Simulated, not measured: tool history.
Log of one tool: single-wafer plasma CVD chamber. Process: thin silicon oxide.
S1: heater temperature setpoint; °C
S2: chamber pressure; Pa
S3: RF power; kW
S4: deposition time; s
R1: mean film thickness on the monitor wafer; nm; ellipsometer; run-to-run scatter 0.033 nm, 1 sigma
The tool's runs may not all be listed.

{"run": 1, "hour": 0.0, "S1": 420, "S2": 121.7, "S3": 0.3, "S4": 7.31, "R1": 15.387}
{"run": 2, "hour": 6.3, "S1": 420, "S2": 121.7, "S3": 0.325, "S4": 7.31, "R1": 15.733}
{"run": 3, "hour": 10.5, "S1": 413, "S2": 121.7, "S3": 0.325, "S4": 7.31, "R1": 15.847}
{"run": 4, "hour": 17.6, "S1": 413, "S2": 116, "S3": 0.325, "S4": 7.31, "R1": 15.185}
{"hour": 24.1, "done": "RF generator calibrated"}
{"run": 5, "hour": 24.1, "S1": 413, "S2": 116, "S3": 0.345, "S4": 7.31, "R1": 15.654}
{"run": 6, "hour": 32.8, "S1": 413, "S2": 110.5, "S3": 0.345, "S4": 7.31, "R1": 14.861}
{"run": 7, "hour": 35.2, "S1": 413, "S2": 110.5, "S3": 0.345, "S4": 7.31, "R1": 14.874}
{"run": 8, "hour": 37.3, "S1": 413, "S2": 107.1, "S3": 0.345, "S4": 7.31, "R1": 14.32}

Run 9 is up next; what results do you expect?
{"run": 9, "hour": 38.4, "S1": 413, "S2": 107.1, "S3": 0.345, "S4": 7.31, "R1": "?"}

Run 9 measured R1 14.366 nm.
